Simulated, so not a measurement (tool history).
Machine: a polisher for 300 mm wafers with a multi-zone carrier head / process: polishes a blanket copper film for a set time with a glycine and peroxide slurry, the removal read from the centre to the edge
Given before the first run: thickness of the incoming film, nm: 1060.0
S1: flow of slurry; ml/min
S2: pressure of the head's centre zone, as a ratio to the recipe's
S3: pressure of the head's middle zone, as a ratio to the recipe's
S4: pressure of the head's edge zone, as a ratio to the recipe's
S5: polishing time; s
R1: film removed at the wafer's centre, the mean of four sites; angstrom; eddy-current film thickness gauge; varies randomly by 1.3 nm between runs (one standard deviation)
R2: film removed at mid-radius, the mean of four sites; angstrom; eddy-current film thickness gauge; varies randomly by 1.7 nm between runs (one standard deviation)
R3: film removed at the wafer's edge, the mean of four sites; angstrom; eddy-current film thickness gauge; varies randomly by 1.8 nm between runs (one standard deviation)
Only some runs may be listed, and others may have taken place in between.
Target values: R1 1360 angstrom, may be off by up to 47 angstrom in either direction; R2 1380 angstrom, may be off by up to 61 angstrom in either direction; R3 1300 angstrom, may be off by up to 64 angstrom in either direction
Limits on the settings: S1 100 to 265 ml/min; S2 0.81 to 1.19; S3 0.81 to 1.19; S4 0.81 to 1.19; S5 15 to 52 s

run	hour	S1	S2	S3	S4	S5	R1	R2	R3
1	0	170	1	1	1	33	2028.2	2023.8	2082.9
2	5.4	170	1	1	1	28	1689.2	1766.9	1777.9
3	6.8	170	1	1	0.98	27	1618.2	1650.5	1685.2
4	15.4	170	0.93	1	0.98	27	1538.5	1671.2	1686.9
5	16.6	150	0.93	1	0.98	27	1494	1618.1	1655.3
6	17.7	150	0.94	1	0.96	27	1525.7	1620.3	1659.5
7	23.9	155	0.95	1	0.95	26	1485.4	1604.9	1581.3
8	29.6	155	0.95	0.99	0.94	26	1467.6	1580.6	1553.7
9	33.1	155	0.95	0.98	0.93	26	1462.6	1551	1544.9
10	35.7	145	1	0.99	0.83	22	1311.9	1329.1	1253.1

Pick the move, out of 4, that brings all results within their allowed miss; only one does.
A	38.3	210	0.97	0.97	0.81	22	?	?	?
B	38.3	160	1.04	1.07	0.81	23	?	?	?
C	38.3	130	0.86	0.84	0.99	25	?	?	?
D	38.3	155	1.02	1.16	0.83	20	?	?	?

move	R1	R2	R3
A	1357.7	1362.6	1274.4
B	1452.6	1482.5	1289.4
C	1242.7	1264.1	1496.6
D	1231.4	1373.8	1127.2
A: all results land within tolerance of their targets
B: takes the result that was furthest off past its target
C: misses by more than the last run did
D: misses by more than the last run did
Answer: A

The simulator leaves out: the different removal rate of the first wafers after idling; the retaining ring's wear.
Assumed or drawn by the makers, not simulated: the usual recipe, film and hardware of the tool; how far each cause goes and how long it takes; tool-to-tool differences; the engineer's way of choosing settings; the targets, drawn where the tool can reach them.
